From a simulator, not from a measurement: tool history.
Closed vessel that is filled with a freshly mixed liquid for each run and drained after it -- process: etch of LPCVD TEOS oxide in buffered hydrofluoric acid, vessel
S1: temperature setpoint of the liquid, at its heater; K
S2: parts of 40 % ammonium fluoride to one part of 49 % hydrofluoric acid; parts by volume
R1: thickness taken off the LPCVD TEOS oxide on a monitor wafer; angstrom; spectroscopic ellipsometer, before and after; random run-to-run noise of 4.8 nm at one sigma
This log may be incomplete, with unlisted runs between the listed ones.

{"run": 1, "day": 0.0, "S1": 295.15, "S2": 7.5, "time in the liquid (s)": 85, "R1": 2239.6}
{"run": 2, "day": 0.179, "S1": 297.15, "S2": 7.5, "time in the liquid (s)": 85, "R1": 2481.2}
{"run": 3, "day": 0.521, "S1": 298.15, "S2": 7, "time in the liquid (s)": 85, "R1": 2851.5}
{"run": 4, "day": 0.688, "S1": 299.15, "S2": 6.5, "time in the liquid (s)": 85, "R1": 3217.1}
{"run": 5, "day": 0.992, "S1": 299.15, "S2": 6.5, "time in the liquid (s)": 95, "R1": 3532.1}
{"run": 6, "day": 1.267, "S1": 300.15, "S2": 6.5, "time in the liquid (s)": 95, "R1": 3731.2}
{"run": 7, "day": 1.588, "S1": 300.65, "S2": 6.5, "time in the liquid (s)": 95, "R1": 3900.6}
{"run": 8, "day": 1.896, "S1": 301.15, "S2": 6.5, "time in the liquid (s)": 95, "R1": 3999.5}

For run 9, what comes out?
{"run": 9, "day": 1.988, "S1": 301.65, "S2": 6.5, "time in the liquid (s)": 95, "R1": "?"}

{"run 9": {"R1": 4088.8}}
